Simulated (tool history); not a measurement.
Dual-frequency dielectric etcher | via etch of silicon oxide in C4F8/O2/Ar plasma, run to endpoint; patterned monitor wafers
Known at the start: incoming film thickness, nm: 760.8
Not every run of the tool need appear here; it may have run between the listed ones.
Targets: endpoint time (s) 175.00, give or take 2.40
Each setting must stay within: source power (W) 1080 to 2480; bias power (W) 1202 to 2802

run,hour,source power (W),bias power (W),endpoint time (s)
1,0.0,1780,2002,152.14
2,1.2,2000,2002,148.09
3,3.9,1760,1890,155.47
4,9.4,1580,1831,164.40
5,12.4,1500,1821,165.92
6,13.6,1690,1821,160.32
7,14.9,1570,1803,164.10
8,22.3,1480,1789,168.37

5 next moves are on the table. One of them brings every result within its allowed miss. Which?
A,29.7,1540,1471,?
B,29.7,1500,1681,?
C,29.7,1730,1712,?
D,29.7,1480,2197,?
E,29.7,1720,1832,?

move,endpoint time (s)
A,175.95
B,170.82
C,162.20
D,158.39
E,159.34
A: each result inside its tolerance
B: better than the last run, though not everything is in spec
C: the biggest miss grows against the last run
D: the biggest miss grows against the last run
E: the biggest miss grows against the last run
So the answer is move A, the one that meets all the targets.
